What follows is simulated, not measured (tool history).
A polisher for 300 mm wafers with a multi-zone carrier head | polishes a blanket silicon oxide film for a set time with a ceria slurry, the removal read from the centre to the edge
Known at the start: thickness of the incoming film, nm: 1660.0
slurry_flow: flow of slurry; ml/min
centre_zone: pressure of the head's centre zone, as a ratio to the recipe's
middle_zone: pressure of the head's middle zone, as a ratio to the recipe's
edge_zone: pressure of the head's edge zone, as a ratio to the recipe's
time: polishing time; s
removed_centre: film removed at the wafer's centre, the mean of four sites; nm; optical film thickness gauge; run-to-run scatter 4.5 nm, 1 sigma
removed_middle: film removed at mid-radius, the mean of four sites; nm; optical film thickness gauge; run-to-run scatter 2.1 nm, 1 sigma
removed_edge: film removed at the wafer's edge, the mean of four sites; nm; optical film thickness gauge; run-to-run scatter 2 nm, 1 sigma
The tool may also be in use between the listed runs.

run 1 hour=0 | slurry_flow=260 centre_zone=1 middle_zone=1 edge_zone=1 time=65 | removed_centre=244.13 removed_middle=240.48 removed_edge=243.85
run 2 hour=6.3 | slurry_flow=270 centre_zone=1 middle_zone=1.01 edge_zone=1.05 time=69 | removed_centre=259.98 removed_middle=260.97 removed_edge=267.09
run 3 hour=9.9 | slurry_flow=280 centre_zone=1 middle_zone=1.01 edge_zone=1.09 time=71 | removed_centre=264.5 removed_middle=264.53 removed_edge=279.42
run 4 hour=15.8 | slurry_flow=285 centre_zone=1.01 middle_zone=1.02 edge_zone=1.12 time=73 | removed_centre=277.13 removed_middle=282.27 removed_edge=292.2
run 5 hour=19.1 | slurry_flow=285 centre_zone=1.01 middle_zone=1.02 edge_zone=1.12 time=67 | removed_centre=254.96 removed_middle=258.45 removed_edge=267.2
run 6 hour=24.3 | slurry_flow=285 centre_zone=1.01 middle_zone=1.05 edge_zone=1.12 time=67 | removed_centre=258.29 removed_middle=263.13 removed_edge=267.74
run 7 hour=28.1 | slurry_flow=285 centre_zone=1.01 middle_zone=1.04 edge_zone=1.14 time=70 | removed_centre=258.09 removed_middle=273.33 removed_edge=285.45
run 8 hour=36.8 | slurry_flow=285 centre_zone=1.03 middle_zone=1.04 edge_zone=1.15 time=72 | removed_centre=279.32 removed_middle=276.38 removed_edge=292.46
run 9 hour=38.1 | slurry_flow=290 centre_zone=1.03 middle_zone=1.04 edge_zone=1.16 time=74 | removed_centre=281.31 removed_middle=290.11 removed_edge=298.18
run 10 hour=42.2 | slurry_flow=295 centre_zone=1.03 middle_zone=1.03 edge_zone=1.17 time=76 | removed_centre=291.98 removed_middle=294.29 removed_edge=314.05
run 11 hour=48.3 | slurry_flow=305 centre_zone=1.03 middle_zone=1.03 edge_zone=1.18 time=76 | removed_centre=295.16 removed_middle=293.72 removed_edge=318.23
run 12 hour=53.7 | slurry_flow=315 centre_zone=1.03 middle_zone=1.04 edge_zone=1.18 time=76 | removed_centre=300.59 removed_middle=297.14 removed_edge=317.58

Predict the results of run 13:
run 13 hour=59.4 | slurry_flow=325 centre_zone=1.02 middle_zone=1.04 edge_zone=1.18 time=76 | removed_centre=? removed_middle=? removed_edge=?

{"run 13": {"removed_centre": 291.88, "removed_middle": 298.28, "removed_edge": 314.49}}

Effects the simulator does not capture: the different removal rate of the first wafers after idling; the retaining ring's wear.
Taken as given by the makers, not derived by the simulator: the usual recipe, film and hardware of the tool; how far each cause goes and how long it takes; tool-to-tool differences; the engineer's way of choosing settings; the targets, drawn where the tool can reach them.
